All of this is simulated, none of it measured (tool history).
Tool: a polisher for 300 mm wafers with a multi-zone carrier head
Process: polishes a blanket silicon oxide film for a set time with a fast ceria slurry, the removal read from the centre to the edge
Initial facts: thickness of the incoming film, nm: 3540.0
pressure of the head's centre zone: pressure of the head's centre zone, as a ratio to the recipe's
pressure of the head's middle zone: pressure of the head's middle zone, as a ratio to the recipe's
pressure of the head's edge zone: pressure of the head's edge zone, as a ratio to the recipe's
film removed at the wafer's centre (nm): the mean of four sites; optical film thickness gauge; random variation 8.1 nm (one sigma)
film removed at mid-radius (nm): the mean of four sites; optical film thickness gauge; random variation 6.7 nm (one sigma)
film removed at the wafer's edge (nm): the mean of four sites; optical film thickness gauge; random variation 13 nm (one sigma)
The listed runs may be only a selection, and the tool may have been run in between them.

| run | hour | flow of slurry (ml/min) | pressure of the head's centre zone | pressure of the head's middle zone | pressure of the head's edge zone | polishing time (s) | film removed at the wafer's centre (nm) | film removed at mid-radius (nm) | film removed at the wafer's edge (nm) |
|---|---|---|---|---|---|---|---|---|---|
| 1 | 0 | 260 | 1 | 1 | 1 | 74 | 1348.6 | 1351.9 | 1302.2 |
| 2 | 4.2 | 260 | 1 | 1.08 | 1 | 74 | 1370.1 | 1395.3 | 1322.7 |
| 3 | 5.5 | 250 | 1 | 1.02 | 1 | 68 | 1249.3 | 1241.4 | 1188 |
| 4 | 14.4 | 235 | 0.99 | 0.97 | 1 | 64 | 1147.4 | 1123 | 1139.8 |
| 5 | 16.4 | 235 | 0.99 | 0.97 | 0.95 | 64 | 1152.6 | 1129.8 | 1133.8 |
| 6 | 19.4 | 235 | 0.99 | 0.97 | 0.98 | 64 | 1166.5 | 1131.4 | 1112.6 |

Run 7 comes next. What will it give?
| 7 | 25.5 | 230 | 0.98 | 0.95 | 0.97 | 61 | ? | ? | ? |

{"run 7": {"film removed at the wafer's centre (nm)": 1075.7, "film removed at mid-radius (nm)": 1060.5, "film removed at the wafer's edge (nm)": 1054.7}}
